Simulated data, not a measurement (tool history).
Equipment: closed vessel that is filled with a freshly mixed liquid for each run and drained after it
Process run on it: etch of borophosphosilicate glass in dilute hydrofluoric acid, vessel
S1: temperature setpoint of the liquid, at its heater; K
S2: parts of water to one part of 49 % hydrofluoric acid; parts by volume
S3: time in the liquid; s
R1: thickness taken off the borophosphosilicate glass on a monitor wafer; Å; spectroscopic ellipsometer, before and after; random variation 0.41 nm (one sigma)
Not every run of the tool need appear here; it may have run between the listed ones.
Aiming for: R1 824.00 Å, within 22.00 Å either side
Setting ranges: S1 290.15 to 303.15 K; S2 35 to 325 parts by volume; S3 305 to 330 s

run,hour,S1,S2,S3,R1
1,0.0,295.15,180,305,593.92
2,7.6,295.15,180,330,644.23
3,12.9,292.15,180,330,568.87
4,16.7,293.15,180,330,587.48
5,25.9,293.15,180,305,546.77
6,35.2,291.15,180,305,505.81
7,38.3,292.65,180,305,539.42
8,45.2,293.65,180,305,558.79
9,48.3,294.65,180,305,579.04
10,53.4,295.65,180,305,600.13
11,61.6,296.65,180,305,628.23
12,67.6,297.15,180,305,638.17
13,71.4,297.65,180,305,649.83
14,76.2,298.15,180,305,663.21
15,80.6,302.15,175,305,787.76

Next run, 5 choices. One meets every target within its allowed miss, the rest don't. Which?
A,85.0,299.15,155,305,?
B,85.0,300.65,175,305,?
C,85.0,303.15,195,330,?
D,85.0,301.15,170,305,?
E,85.0,302.65,185,310,?

move,R1
A,821.14
B,750.39
C,777.00
D,791.33
E,765.45
A: each result inside its tolerance
B: misses by more than the last run did
C: misses by more than the last run did
D: moves toward the targets from the last run without getting all of them in spec
E: misses by more than the last run did
A meets every target.
